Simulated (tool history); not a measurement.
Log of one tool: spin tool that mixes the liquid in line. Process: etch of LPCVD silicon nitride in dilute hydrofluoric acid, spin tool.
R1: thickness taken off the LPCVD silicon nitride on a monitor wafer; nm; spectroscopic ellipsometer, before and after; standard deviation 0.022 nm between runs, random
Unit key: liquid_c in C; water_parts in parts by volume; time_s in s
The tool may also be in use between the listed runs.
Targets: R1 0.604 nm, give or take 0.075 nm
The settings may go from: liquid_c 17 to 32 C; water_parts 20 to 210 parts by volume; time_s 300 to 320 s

{"run": 1, "hour": 0.0, "liquid_c": 24, "water_parts": 115, "time_s": 300, "R1": 1.1936}
{"run": 2, "hour": 4.7, "liquid_c": 26, "water_parts": 115, "time_s": 300, "R1": 1.2629}
{"run": 3, "hour": 10.3, "liquid_c": 26, "water_parts": 145, "time_s": 300, "R1": 1.0389}
{"run": 4, "hour": 12.9, "liquid_c": 25, "water_parts": 160, "time_s": 300, "R1": 0.89682}
{"run": 5, "hour": 20.7, "liquid_c": 25, "water_parts": 160, "time_s": 300, "R1": 0.8812}
{"run": 6, "hour": 26.8, "liquid_c": 24, "water_parts": 170, "time_s": 300, "R1": 0.83505}
{"run": 7, "hour": 27.6, "liquid_c": 23.5, "water_parts": 180, "time_s": 300, "R1": 0.71556}
{"run": 8, "hour": 28.8, "liquid_c": 23, "water_parts": 185, "time_s": 300, "R1": 0.70089}

Which single option among these 4 for the next run brings every result within its allowed miss of target? Just one does.
{"run": "A", "hour": 30.0, "liquid_c": 21.5, "water_parts": 170, "time_s": 320, "R1": "?"}
{"run": "B", "hour": 30.0, "liquid_c": 23.5, "water_parts": 210, "time_s": 300, "R1": "?"}
{"run": "C", "hour": 30.0, "liquid_c": 23, "water_parts": 155, "time_s": 310, "R1": "?"}
{"run": "D", "hour": 30.0, "liquid_c": 22, "water_parts": 175, "time_s": 320, "R1": "?"}

move=A R1=0.72677
move=B R1=0.6296
move=C R1=0.85013
move=D R1=0.72983
A: misses by more than the last run did
B: in spec on every target
C: misses by more than the last run did
D: misses by more than the last run did
The right move is B.
